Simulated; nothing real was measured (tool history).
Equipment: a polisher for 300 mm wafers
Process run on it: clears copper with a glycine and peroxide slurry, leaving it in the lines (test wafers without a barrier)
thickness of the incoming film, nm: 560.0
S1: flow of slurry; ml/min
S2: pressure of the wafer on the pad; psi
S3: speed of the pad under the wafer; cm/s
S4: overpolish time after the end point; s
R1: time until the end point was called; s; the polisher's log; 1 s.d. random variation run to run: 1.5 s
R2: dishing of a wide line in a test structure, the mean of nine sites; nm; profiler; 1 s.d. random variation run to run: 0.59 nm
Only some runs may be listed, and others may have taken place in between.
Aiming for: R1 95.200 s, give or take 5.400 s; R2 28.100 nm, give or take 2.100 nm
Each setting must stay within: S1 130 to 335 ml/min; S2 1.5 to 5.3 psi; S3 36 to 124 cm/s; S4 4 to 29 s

Run 1, hour 0.0: S1 215 ml/min, S2 3.4 psi, S3 80 cm/s, S4 15 s. Result: R1 92.648 s, R2 62.603 nm.
Run 2, hour 7.3: S1 215 ml/min, S2 3.4 psi, S3 60 cm/s, S4 15 s. Result: R1 108.790 s, R2 55.538 nm.
Run 3, hour 12.0: S1 210 ml/min, S2 3.3 psi, S3 64 cm/s, S4 13 s. Result: R1 105.820 s, R2 51.515 nm.
Run 4, hour 17.5: S1 210 ml/min, S2 3.3 psi, S3 44 cm/s, S4 13 s. Result: R1 123.970 s, R2 44.210 nm.
Run 5, hour 25.4: S1 220 ml/min, S2 3.4 psi, S3 44 cm/s, S4 12 s. Result: R1 118.710 s, R2 41.051 nm.
Run 6, hour 31.7: S1 220 ml/min, S2 3.4 psi, S3 44 cm/s, S4 17 s. Result: R1 123.410 s, R2 56.464 nm.
Run 7, hour 34.3: S1 230 ml/min, S2 3.5 psi, S3 44 cm/s, S4 15 s. Result: R1 118.940 s, R2 54.654 nm.
Run 8, hour 37.5: S1 170 ml/min, S2 2.5 psi, S3 66 cm/s, S4 8 s. Result: R1 133.810 s, R2 26.862 nm.
Run 9, hour 45.0: S1 175 ml/min, S2 3.4 psi, S3 84 cm/s, S4 4 s. Result: R1 92.178 s, R2 19.931 nm.
Run 10, hour 47.4: S1 180 ml/min, S2 3.4 psi, S3 84 cm/s, S4 4 s. Result: R1 94.130 s, R2 19.252 nm.
Run 11, hour 49.4: S1 175 ml/min, S2 3.4 psi, S3 82 cm/s, S4 11 s. Result: R1 96.005 s, R2 47.611 nm.

5 next moves are on the table. One of them brings every result within its allowed miss. Which?
Run A, hour 51.4: S1 260 ml/min, S2 3.5 psi, S3 56 cm/s, S4 7 s. Result: R1 ?, R2 ?.
Run B, hour 51.4: S1 195 ml/min, S2 3.5 psi, S3 78 cm/s, S4 6 s. Result: R1 ?, R2 ?.
Run C, hour 51.4: S1 210 ml/min, S2 2.9 psi, S3 70 cm/s, S4 9 s. Result: R1 ?, R2 ?.
Run D, hour 51.4: S1 185 ml/min, S2 3.2 psi, S3 72 cm/s, S4 8 s. Result: R1 ?, R2 ?.
Run E, hour 51.4: S1 130 ml/min, S2 3.3 psi, S3 86 cm/s, S4 8 s. Result: R1 ?, R2 ?.

move       R1      R2
   A  109.690  27.674
   B   96.569  26.942
   C  117.500  32.534
   D  108.320  31.542
   E   99.549  34.033
A: brings the result that was furthest off to its target, and leaves another outside
B: in spec on every target
C: gains on the last run, yet a result remains outside its allowed miss
D: gains on the last run, yet a result remains outside its allowed miss
E: gains on the last run, yet a result remains outside its allowed miss
Answer: B
